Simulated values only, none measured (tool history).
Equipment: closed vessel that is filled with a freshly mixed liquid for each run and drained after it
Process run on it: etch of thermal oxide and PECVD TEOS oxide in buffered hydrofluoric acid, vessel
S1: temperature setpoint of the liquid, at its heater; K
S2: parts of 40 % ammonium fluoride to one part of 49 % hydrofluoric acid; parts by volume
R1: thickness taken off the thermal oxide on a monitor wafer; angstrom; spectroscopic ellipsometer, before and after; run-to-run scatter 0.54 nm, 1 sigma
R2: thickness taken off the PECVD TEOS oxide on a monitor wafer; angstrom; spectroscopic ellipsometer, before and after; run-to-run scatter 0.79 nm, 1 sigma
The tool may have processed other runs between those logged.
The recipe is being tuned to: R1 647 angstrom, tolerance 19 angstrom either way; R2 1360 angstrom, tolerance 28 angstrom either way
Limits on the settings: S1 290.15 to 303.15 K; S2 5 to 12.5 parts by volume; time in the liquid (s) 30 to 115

{"run": 1, "day": 0.0, "S1": 295.15, "S2": 7.5, "time in the liquid (s)": 60, "R1": 877.93, "R2": 1829.3}
{"run": 2, "day": 0.138, "S1": 292.65, "S2": 7.5, "time in the liquid (s)": 60, "R1": 766.33, "R2": 1597.5}
{"run": 3, "day": 0.292, "S1": 292.65, "S2": 8.5, "time in the liquid (s)": 60, "R1": 666.41, "R2": 1395.9}
{"run": 4, "day": 0.571, "S1": 295.15, "S2": 8.5, "time in the liquid (s)": 60, "R1": 757.69, "R2": 1612.5}
{"run": 5, "day": 0.608, "S1": 296.65, "S2": 8.5, "time in the liquid (s)": 60, "R1": 827.27, "R2": 1741.4}
{"run": 6, "day": 0.817, "S1": 295.15, "S2": 8.5, "time in the liquid (s)": 60, "R1": 761.02, "R2": 1594.7}
{"run": 7, "day": 0.975, "S1": 294.65, "S2": 8.5, "time in the liquid (s)": 60, "R1": 744.76, "R2": 1546.7}
{"run": 8, "day": 1.2, "S1": 294.15, "S2": 8.5, "time in the liquid (s)": 60, "R1": 722.55, "R2": 1518.1}
{"run": 9, "day": 1.354, "S1": 293.65, "S2": 8.5, "time in the liquid (s)": 60, "R1": 698.49, "R2": 1469.5}

Which of these 4 next moves meets every target?
{"run": "A", "day": 1.508, "S1": 291.15, "S2": 6, "time in the liquid (s)": 55, "R1": "?", "R2": "?"}
{"run": "B", "day": 1.508, "S1": 296.15, "S2": 12, "time in the liquid (s)": 65, "R1": "?", "R2": "?"}
{"run": "C", "day": 1.508, "S1": 292.65, "S2": 11, "time in the liquid (s)": 70, "R1": "?", "R2": "?"}
{"run": "D", "day": 1.508, "S1": 293.65, "S2": 8.5, "time in the liquid (s)": 65, "R1": "?", "R2": "?"}

move=A R1=790.78 R2=1659.3
move=B R1=644.75 R2=1352.8
move=C R1=622.37 R2=1305.9
move=D R1=762.59 R2=1600.1
A: its largest miss is bigger than the last run's
B: all results land within tolerance of their targets
C: takes the biggest miss from the last run beyond its target
D: its largest miss is bigger than the last run's
Answer: B
